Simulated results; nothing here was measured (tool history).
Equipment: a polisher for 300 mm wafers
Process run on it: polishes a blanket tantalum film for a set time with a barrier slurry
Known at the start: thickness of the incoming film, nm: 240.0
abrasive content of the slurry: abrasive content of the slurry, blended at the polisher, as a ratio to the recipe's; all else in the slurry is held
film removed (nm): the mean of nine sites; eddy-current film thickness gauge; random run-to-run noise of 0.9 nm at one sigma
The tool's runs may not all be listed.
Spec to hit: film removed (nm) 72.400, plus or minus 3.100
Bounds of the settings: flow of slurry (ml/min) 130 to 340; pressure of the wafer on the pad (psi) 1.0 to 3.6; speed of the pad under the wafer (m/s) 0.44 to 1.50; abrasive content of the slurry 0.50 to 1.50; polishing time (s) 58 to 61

run    day  flow of slurry (ml/min)  pressure of the wafer on the pad (psi)  speed of the pad under the wafer (m/s)  abrasive content of the slurry  polishing time (s)  film removed (nm)
  1  0.000                      220                                     2.3                                    0.96                            1.00                  58             99.085
  2  0.158                      220                                     2.2                                    0.96                            1.00                  58             96.271
  3  0.412                      275                                     2.2                                    0.96                            1.00                  58            100.070
  4  0.696                      330                                     2.2                                    0.96                            1.00                  58            102.020
  5  0.796                      330                                     2.1                                    0.96                            1.00                  58             95.671
  6  0.996                      330                                     2.1                                    0.96                            0.85                  58             92.248
  7  1.350                      330                                     2.0                                    0.96                            0.85                  58             86.479
  8  1.554                      330                                     1.9                                    0.96                            0.85                  58             83.096

Exactly one of the 5 candidate moves below puts every result within its allowed miss. Which one?
  A  1.758                      340                                     2.0                                    1.04                            1.00                  58                  ?
  B  1.758                      315                                     1.9                                    0.82                            0.90                  58                  ?
  C  1.758                      330                                     1.8                                    1.10                            0.85                  61                  ?
  D  1.758                      260                                     2.3                                    0.66                            0.75                  59                  ?
  E  1.758                      315                                     1.8                                    1.06                            0.70                  58                  ?

move  film removed (nm)
   A             99.789
   B             72.533
   C             94.886
   D             66.506
   E             81.057
A: misses by more than the last run did
B: all results land within tolerance of their targets
C: misses by more than the last run did
D: carries the result that was furthest off beyond its target, to the other side
E: better than the last run, though not everything is in spec
Correct choice: B, which meets every target

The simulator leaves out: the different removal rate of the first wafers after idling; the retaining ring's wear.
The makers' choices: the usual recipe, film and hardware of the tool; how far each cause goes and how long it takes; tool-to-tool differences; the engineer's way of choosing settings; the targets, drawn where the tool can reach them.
